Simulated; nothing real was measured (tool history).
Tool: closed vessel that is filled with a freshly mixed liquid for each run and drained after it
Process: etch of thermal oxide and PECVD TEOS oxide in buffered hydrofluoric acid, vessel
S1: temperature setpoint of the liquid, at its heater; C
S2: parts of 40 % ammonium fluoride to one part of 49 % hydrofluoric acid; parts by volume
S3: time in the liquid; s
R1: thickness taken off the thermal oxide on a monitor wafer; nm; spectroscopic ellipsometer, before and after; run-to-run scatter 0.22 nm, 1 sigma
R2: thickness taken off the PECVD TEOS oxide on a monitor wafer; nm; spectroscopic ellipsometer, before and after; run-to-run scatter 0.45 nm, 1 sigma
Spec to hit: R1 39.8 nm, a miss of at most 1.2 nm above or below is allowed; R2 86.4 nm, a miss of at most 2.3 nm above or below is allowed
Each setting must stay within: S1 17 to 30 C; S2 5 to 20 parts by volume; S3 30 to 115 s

run	hour	S1	S2	S3	R1	R2
1	0	22	12	60	44.685	96.618
2	3.4	25	12	60	52.634	114.9
3	9.7	25	9.5	60	64.271	139.09
4	17	23	9.5	60	58.389	126.02
5	19.2	23	9.5	35	33.99	73.238
6	26.6	21.5	9.5	35	31.288	67.504
7	31.1	22.5	9.5	35	32.811	71.957
8	38.5	23.5	9.5	35	34.977	75.884
9	44.9	24	9.5	35	35.744	78.222
10	51.5	24.5	9.5	35	36.616	80.098
11	58.6	25	9.5	35	37.97	81.281

Next run, 5 choices. One meets every target within its allowed miss, the rest don't. Which?
A	65.7	27.5	9.5	30	?	?
B	65.7	17	11	60	?	?
C	65.7	27	9	30	?	?
D	65.7	27	9.5	35	?	?
E	65.7	26.5	10	35	?	?

move	R1	R2
A	37.265	79.694
B	36.845	78.796
C	37.536	80.274
D	42.331	90.528
E	39.904	85.338
A: misses by more than the last run did
B: misses by more than the last run did
C: misses by more than the last run did
D: moves the result that the last run missed by most past its target, out the other side
E: every result lands within tolerance
Correct choice: E, which meets every target
